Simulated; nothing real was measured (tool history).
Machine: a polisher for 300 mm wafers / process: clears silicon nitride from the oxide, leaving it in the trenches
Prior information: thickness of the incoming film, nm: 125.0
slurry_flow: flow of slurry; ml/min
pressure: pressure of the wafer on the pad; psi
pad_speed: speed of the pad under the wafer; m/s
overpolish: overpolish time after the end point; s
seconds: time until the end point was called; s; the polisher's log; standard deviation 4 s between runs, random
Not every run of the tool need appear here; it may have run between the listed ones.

| run | hour | slurry_flow | pressure | pad_speed | overpolish | seconds |
|---|---|---|---|---|---|---|
| 1 | 0 | 145 | 3.1 | 1.14 | 10 | 132.52 |
| 2 | 2.2 | 145 | 2.9 | 1.1 | 10 | 145.23 |
| 3 | 9.5 | 145 | 2.7 | 1.06 | 10 | 161.31 |
| 4 | 11.7 | 145 | 2.7 | 1.06 | 8 | 164.09 |
| 5 | 16.7 | 145 | 2.6 | 1.04 | 8 | 172.25 |
| 6 | 23.2 | 145 | 2.6 | 1.04 | 10 | 168.05 |
| 7 | 30.6 | 145 | 2.5 | 1 | 10 | 180.96 |

Estimate the outcome of run 8 from the log above:
| 8 | 34.7 | 145 | 2.4 | 0.98 | 10 | ? |

Run 8 gave seconds 197.31 s.
